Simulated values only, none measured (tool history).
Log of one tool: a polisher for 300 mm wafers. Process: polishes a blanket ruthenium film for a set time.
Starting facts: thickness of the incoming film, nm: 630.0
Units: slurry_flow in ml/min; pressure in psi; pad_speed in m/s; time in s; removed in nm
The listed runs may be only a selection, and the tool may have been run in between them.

Run 1, hour 0.0: slurry_flow 285 ml/min, pressure 2.5 psi, pad_speed 0.78 m/s, time 31 s. Result: removed 29.642 nm.
Run 2, hour 8.7: slurry_flow 285 ml/min, pressure 2.4 psi, pad_speed 0.78 m/s, time 31 s. Result: removed 27.694 nm.
Run 3, hour 15.3: slurry_flow 285 ml/min, pressure 2.3 psi, pad_speed 0.78 m/s, time 31 s. Result: removed 27.425 nm.
Run 4, hour 16.0: slurry_flow 285 ml/min, pressure 2.3 psi, pad_speed 0.90 m/s, time 31 s. Result: removed 31.159 nm.
Run 5, hour 18.8: slurry_flow 285 ml/min, pressure 2.3 psi, pad_speed 0.90 m/s, time 31 s. Result: removed 30.771 nm.
Run 6, hour 24.5: slurry_flow 285 ml/min, pressure 2.2 psi, pad_speed 0.90 m/s, time 31 s. Result: removed 29.353 nm.
Run 7, hour 32.4: slurry_flow 285 ml/min, pressure 2.1 psi, pad_speed 0.90 m/s, time 31 s. Result: removed 28.630 nm.
Run 8, hour 38.7: slurry_flow 285 ml/min, pressure 2.0 psi, pad_speed 0.90 m/s, time 31 s. Result: removed 26.779 nm.
Run 9, hour 47.3: slurry_flow 285 ml/min, pressure 1.9 psi, pad_speed 0.90 m/s, time 31 s. Result: removed 26.029 nm.

For run 10, what comes out?
Run 10, hour 50.0: slurry_flow 285 ml/min, pressure 1.2 psi, pad_speed 0.86 m/s, time 31 s. Result: removed ?.

For run 10 the tool returned removed 15.821 nm.

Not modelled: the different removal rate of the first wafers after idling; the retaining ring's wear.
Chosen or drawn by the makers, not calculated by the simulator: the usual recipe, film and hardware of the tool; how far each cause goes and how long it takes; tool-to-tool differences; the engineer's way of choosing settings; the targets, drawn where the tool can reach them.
